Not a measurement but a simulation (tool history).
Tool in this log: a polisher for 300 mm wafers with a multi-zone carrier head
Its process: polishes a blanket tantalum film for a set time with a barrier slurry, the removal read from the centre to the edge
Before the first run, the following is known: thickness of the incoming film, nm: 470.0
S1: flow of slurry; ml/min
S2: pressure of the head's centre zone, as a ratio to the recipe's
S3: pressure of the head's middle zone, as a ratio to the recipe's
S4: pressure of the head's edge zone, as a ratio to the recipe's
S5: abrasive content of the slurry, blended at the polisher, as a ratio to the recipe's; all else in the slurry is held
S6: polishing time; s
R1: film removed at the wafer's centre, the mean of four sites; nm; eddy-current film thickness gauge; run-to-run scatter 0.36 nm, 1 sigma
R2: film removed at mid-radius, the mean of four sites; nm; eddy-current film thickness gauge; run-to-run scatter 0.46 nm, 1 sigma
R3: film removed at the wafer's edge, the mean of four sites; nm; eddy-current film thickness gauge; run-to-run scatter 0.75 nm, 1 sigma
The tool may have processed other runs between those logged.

{"run": 1, "hour": 0.0, "S1": 160, "S2": 1, "S3": 1, "S4": 1, "S5": 1, "S6": 64, "R1": 67.447, "R2": 68.475, "R3": 68.294}
{"run": 2, "hour": 7.0, "S1": 160, "S2": 0.99, "S3": 0.99, "S4": 0.98, "S5": 0.95, "S6": 64, "R1": 65.324, "R2": 66.856, "R3": 67.723}
{"run": 3, "hour": 9.2, "S1": 160, "S2": 0.99, "S3": 0.99, "S4": 0.98, "S5": 0.8, "S6": 64, "R1": 62.68, "R2": 64.902, "R3": 64.794}
{"run": 4, "hour": 16.9, "S1": 160, "S2": 1.07, "S3": 0.99, "S4": 0.98, "S5": 0.8, "S6": 64, "R1": 67.239, "R2": 64.005, "R3": 65.681}
{"run": 5, "hour": 21.0, "S1": 160, "S2": 1.06, "S3": 0.99, "S4": 0.96, "S5": 0.75, "S6": 63, "R1": 64.592, "R2": 61.814, "R3": 60.815}
{"run": 6, "hour": 27.8, "S1": 155, "S2": 1.04, "S3": 0.98, "S4": 0.95, "S5": 0.75, "S6": 63, "R1": 63.454, "R2": 61.279, "R3": 61.082}
{"run": 7, "hour": 29.7, "S1": 150, "S2": 1.02, "S3": 0.97, "S4": 0.94, "S5": 0.75, "S6": 63, "R1": 62.272, "R2": 59.165, "R3": 58.879}

For run 8, what comes out?
{"run": 8, "hour": 33.2, "S1": 145, "S2": 1, "S3": 0.97, "S4": 0.94, "S5": 0.75, "S6": 63, "R1": "?", "R2": "?", "R3": "?"}

Run 8 measured R1 61.069 nm, R2 59.806 nm, R3 58.136 nm.

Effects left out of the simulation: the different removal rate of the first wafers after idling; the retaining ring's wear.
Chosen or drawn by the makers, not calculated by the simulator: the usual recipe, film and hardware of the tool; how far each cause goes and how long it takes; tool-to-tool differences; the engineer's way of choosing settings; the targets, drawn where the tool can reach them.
